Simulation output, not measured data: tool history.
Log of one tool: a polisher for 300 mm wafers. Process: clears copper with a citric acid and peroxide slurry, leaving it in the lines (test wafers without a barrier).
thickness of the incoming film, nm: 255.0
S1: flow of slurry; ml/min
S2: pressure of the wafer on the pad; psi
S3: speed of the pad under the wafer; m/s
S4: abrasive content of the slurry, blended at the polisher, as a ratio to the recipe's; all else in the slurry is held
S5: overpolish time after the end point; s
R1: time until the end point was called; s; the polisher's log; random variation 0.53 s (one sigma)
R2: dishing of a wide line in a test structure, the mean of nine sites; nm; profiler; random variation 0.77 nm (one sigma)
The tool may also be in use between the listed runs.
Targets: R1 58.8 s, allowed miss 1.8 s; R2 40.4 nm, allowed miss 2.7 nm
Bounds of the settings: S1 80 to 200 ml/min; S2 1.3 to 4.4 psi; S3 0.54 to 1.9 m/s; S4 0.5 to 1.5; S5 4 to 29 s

run  hour   S1   S2    S3    S4  S5      R1      R2
  1     0  130  2.8  1.22     1  15  88.774  30.152
  2   1.3  130  2.8  1.22     1  11  87.833  23.073
  3   3.9  130  2.8  1.22   1.2  11      85  23.267
  4   5.7  135    3  1.22   1.2  12  78.352  27.419
  5  14.6  135    3  1.22  1.05  12  82.957  26.198
  6  16.8  115    3  1.22  1.05  12  84.725  26.592
  7  17.4  125  3.2  1.22  1.05  12   77.35  28.146
  8  22.9  130  3.4  1.22  1.05  12  74.065  28.987
  9  26.1  135  3.6  1.22  1.05  13   69.77  33.474
 10  29.7  140  3.7  1.22  1.05  13  67.531  34.133
 11  32.5  140  3.8  1.22  1.05  13  66.819  33.652
 12  38.4  140  3.9  1.22  1.05  13  64.689  36.104
 13  44.6  140    4  1.22  1.05  13  63.491  37.441
 14  49.3  170  4.1  1.22  1.05  13  60.689  37.243

Which of these 5 next moves meets every target?
  A    54  190  3.8  1.34   0.9  11   ?   ?
  B    54  150  4.3  1.22   1.1  11   ?   ?
  C    54  140  4.2  1.32  0.95  14   ?   ?
  D    54  170  4.3  1.06  1.05  17   ?   ?
  E    54  170  4.4  1.28     1   9   ?   ?

move      R1      R2
   A  62.078  31.266
   B  58.419  33.077
   C  59.112  40.102
   D  64.769  43.675
   E  55.655   28.99
A: further off than the last run
B: further off than the last run
C: meets every target
D: takes the result that was furthest off past its target
E: further off than the last run
Answer: C
